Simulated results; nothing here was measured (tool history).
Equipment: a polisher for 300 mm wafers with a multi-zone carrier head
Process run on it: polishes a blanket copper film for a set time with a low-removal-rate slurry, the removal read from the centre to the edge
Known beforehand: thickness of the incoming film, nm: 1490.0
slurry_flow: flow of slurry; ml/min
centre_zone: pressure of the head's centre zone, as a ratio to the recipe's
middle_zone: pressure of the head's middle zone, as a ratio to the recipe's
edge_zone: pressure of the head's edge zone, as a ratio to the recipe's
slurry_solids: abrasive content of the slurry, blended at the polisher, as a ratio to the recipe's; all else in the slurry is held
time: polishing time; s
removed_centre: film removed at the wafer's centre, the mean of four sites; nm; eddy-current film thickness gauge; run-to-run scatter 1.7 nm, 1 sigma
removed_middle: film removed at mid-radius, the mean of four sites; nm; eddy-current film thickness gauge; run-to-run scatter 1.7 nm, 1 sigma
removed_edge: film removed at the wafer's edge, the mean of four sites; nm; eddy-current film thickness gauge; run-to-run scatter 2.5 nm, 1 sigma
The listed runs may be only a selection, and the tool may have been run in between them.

{"run": 1, "day": 0.0, "slurry_flow": 200, "centre_zone": 1.0, "middle_zone": 1.0, "edge_zone": 1.0, "slurry_solids": 1.0, "time": 56, "removed_centre": 200.66, "removed_middle": 191.83, "removed_edge": 193.65}
{"run": 2, "day": 0.35, "slurry_flow": 200, "centre_zone": 1.0, "middle_zone": 1.0, "edge_zone": 1.04, "slurry_solids": 1.0, "time": 56, "removed_centre": 202.37, "removed_middle": 187.74, "removed_edge": 199.39}
{"run": 3, "day": 0.508, "slurry_flow": 200, "centre_zone": 1.0, "middle_zone": 1.0, "edge_zone": 1.04, "slurry_solids": 1.0, "time": 47, "removed_centre": 171.35, "removed_middle": 162.5, "removed_edge": 163.39}
{"run": 4, "day": 0.842, "slurry_flow": 200, "centre_zone": 1.0, "middle_zone": 1.09, "edge_zone": 1.04, "slurry_solids": 1.0, "time": 47, "removed_centre": 168.7, "removed_middle": 175.21, "removed_edge": 163.27}
{"run": 5, "day": 1.154, "slurry_flow": 200, "centre_zone": 1.0, "middle_zone": 1.09, "edge_zone": 1.04, "slurry_solids": 1.0, "time": 38, "removed_centre": 138.92, "removed_middle": 140.92, "removed_edge": 131.49}
{"run": 6, "day": 1.317, "slurry_flow": 205, "centre_zone": 1.01, "middle_zone": 1.09, "edge_zone": 1.06, "slurry_solids": 1.05, "time": 38, "removed_centre": 140.1, "removed_middle": 144.35, "removed_edge": 132.87}
{"run": 7, "day": 1.446, "slurry_flow": 205, "centre_zone": 1.02, "middle_zone": 1.08, "edge_zone": 1.06, "slurry_solids": 1.05, "time": 39, "removed_centre": 143.41, "removed_middle": 144.85, "removed_edge": 141.11}

Run 8 has not been measured yet. What should we expect?
{"run": 8, "day": 1.529, "slurry_flow": 210, "centre_zone": 1.04, "middle_zone": 1.08, "edge_zone": 1.04, "slurry_solids": 1.05, "time": 40, "removed_centre": "?", "removed_middle": "?", "removed_edge": "?"}

Run 8 came out at removed_centre 152.79 nm, removed_middle 151.18 nm, removed_edge 144.64 nm.

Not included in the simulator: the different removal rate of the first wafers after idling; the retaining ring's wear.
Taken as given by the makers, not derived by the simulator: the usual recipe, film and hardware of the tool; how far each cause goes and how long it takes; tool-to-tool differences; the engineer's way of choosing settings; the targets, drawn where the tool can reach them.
